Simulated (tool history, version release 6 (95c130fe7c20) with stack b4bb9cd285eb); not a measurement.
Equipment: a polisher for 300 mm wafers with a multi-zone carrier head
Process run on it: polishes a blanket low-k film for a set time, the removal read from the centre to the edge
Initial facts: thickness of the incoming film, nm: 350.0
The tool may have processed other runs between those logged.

run  hour  flow of slurry (ml/min)  pressure of the head's centre zone  pressure of the head's middle zone  pressure of the head's edge zone  abrasive content of the slurry  polishing time (s)  film removed at the wafer's centre (nm)  film removed at mid-radius (nm)  film removed at the wafer's edge (nm)
  1   0.0                      165                                1.00                                1.00                              1.00                            1.00                  68                                   25.969                           26.030                                 25.973
  2   8.6                      170                                0.99                                1.02                              1.02                            1.05                  70                                   27.733                           28.242                                 28.344
  3  11.4                      180                                0.98                                1.05                              1.02                            1.10                  71                                   27.371                           29.840                                 29.706
  4  13.6                      180                                0.98                                1.05                              1.02                            0.90                  71                                   25.157                           27.038                                 26.112
  5  20.1                      185                                0.99                                1.07                              1.01                            1.00                  72                                   27.440                           29.312                                 27.508
  6  21.9                      145                                0.99                                1.07                              1.01                            1.00                  72                                   26.144                           28.501                                 26.493
  7  25.9                      150                                0.99                                1.09                              1.01                            1.05                  74                                   28.516                           31.027                                 28.158

What does the tool deliver on the next run?
  8  28.9                      200                                0.89                                1.18                              1.11                            1.30                  80                                        ?                                ?                                      ?

Logged for run 8: film removed at the wafer's centre (nm) 32.290, film removed at mid-radius (nm) 40.823, film removed at the wafer's edge (nm) 36.582.
